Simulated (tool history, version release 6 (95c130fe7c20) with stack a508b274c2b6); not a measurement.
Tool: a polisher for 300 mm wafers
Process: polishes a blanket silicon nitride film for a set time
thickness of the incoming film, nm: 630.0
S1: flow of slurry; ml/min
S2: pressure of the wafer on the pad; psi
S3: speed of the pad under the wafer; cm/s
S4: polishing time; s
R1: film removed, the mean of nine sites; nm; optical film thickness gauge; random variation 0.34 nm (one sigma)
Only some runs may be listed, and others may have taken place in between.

run 1 day=0.000 | S1=155 S2=4.2 S3=94 S4=36 | R1=58.521
run 2 day=0.038 | S1=155 S2=3.7 S3=90 S4=36 | R1=50.551
run 3 day=0.354 | S1=155 S2=3.3 S3=86 S4=36 | R1=43.163
run 4 day=0.571 | S1=155 S2=3.0 S3=84 S4=36 | R1=39.165
run 5 day=0.946 | S1=155 S2=3.9 S3=84 S4=36 | R1=50.002
run 6 day=1.183 | S1=155 S2=3.9 S3=84 S4=36 | R1=49.794
run 7 day=1.538 | S1=155 S2=3.5 S3=82 S4=36 | R1=44.550
run 8 day=1.900 | S1=155 S2=3.2 S3=80 S4=36 | R1=39.807

Run 9, settings as shown, results not yet in. Your forecast:
run 9 day=2.154 | S1=155 S2=2.9 S3=80 S4=36 | R1=?

R1: 35.933 nm

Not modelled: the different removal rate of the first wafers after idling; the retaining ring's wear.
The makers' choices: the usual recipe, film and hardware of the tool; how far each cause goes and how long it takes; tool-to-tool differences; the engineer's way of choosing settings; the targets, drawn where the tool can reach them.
